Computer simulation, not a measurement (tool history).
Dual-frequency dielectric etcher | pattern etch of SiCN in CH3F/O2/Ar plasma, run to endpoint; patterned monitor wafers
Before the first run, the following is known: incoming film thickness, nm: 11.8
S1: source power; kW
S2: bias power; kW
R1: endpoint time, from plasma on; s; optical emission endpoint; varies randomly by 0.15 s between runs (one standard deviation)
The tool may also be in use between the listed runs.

run  hour     S1     S2      R1
  1   0.0  0.550  0.064  29.574
  2   3.7  0.630  0.064  28.316
  3   8.9  0.630  0.054  29.493
  4  12.2  0.630  0.061  28.811
  5  13.0  0.570  0.059  29.953
  6  17.2  0.530  0.058  30.844
  7  18.1  0.510  0.058  31.468

What will run 8 give?
  8  19.2  0.500  0.058   ?

{"run 8": {"R1": 31.712}}

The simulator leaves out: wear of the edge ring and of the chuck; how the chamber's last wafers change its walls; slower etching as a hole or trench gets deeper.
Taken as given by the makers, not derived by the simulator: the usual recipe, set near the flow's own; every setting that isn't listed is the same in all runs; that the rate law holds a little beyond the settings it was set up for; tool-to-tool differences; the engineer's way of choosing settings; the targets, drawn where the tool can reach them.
